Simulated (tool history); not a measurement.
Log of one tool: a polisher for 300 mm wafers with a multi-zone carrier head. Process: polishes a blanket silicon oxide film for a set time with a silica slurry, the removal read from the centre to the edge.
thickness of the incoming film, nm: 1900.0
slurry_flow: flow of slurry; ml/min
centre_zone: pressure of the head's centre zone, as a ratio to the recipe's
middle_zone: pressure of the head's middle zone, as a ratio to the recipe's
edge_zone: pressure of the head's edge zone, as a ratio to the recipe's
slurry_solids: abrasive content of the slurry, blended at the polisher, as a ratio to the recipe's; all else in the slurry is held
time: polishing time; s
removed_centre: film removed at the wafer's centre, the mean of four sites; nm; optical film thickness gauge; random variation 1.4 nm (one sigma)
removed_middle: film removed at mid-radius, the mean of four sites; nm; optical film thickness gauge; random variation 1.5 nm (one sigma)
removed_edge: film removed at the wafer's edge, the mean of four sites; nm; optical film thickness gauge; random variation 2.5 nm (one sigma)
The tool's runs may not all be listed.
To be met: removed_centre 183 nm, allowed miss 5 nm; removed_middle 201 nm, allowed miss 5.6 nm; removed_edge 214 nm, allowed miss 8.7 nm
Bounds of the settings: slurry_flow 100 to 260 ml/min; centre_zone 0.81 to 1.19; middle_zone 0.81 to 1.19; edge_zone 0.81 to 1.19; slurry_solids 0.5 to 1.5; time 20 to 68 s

run  hour  slurry_flow  centre_zone  middle_zone  edge_zone  slurry_solids  time  removed_centre  removed_middle  removed_edge
  1     0          165            1            1          1              1    44          142.25          135.16        138.76
  2   7.2          130            1            1          1              1    44          132.92          128.57        139.29
  3  15.6          130         0.97            1          1              1    44           128.9          130.57        135.87
  4    17          130         0.97         0.92          1              1    44           128.7          119.69         138.7
  5  24.4          120         0.97         0.97       1.04           1.15    46          141.21          139.37        155.69
  6  25.1          120         0.97         0.99       1.07           1.25    47          148.97          148.87        165.31
     31.3  -- edge zone pressure recalibrated
  7  31.3          125         0.96         1.01        1.1            1.3    49          160.03          160.72        175.31
  8  33.7          125         0.94         1.02       1.11           1.35    51          165.34          175.41        188.42
  9  40.3          135         0.93         1.02       1.13            1.4    51          168.34           178.3        199.97
 10  47.6          150         0.93         1.04       1.13            1.4    51          177.31          188.23        196.56
 11    52          155         0.92         1.04       1.14           1.45    51           178.1          192.99         205.7

Which of these 4 next moves meets every target?
  A  56.4          185         0.88         1.01       1.11            1.5    52               ?               ?             ?
  B  56.4          180         1.01         1.19       1.09            1.5    48               ?               ?             ?
  C  56.4          165         0.96         1.12       1.09            1.5    49               ?               ?             ?
  D  56.4          155         0.91         1.04       1.13            1.5    50               ?               ?             ?

move  removed_centre  removed_middle  removed_edge
   A          182.94          198.46        213.65
   B          193.27          209.69        194.27
   C          184.06          200.02        196.22
   D          175.38          189.27        202.32
A: meets every target
B: takes the result that was furthest off past its target
C: brings the result that was furthest off to its target, and leaves another outside
D: further off than the last run
Answer: A
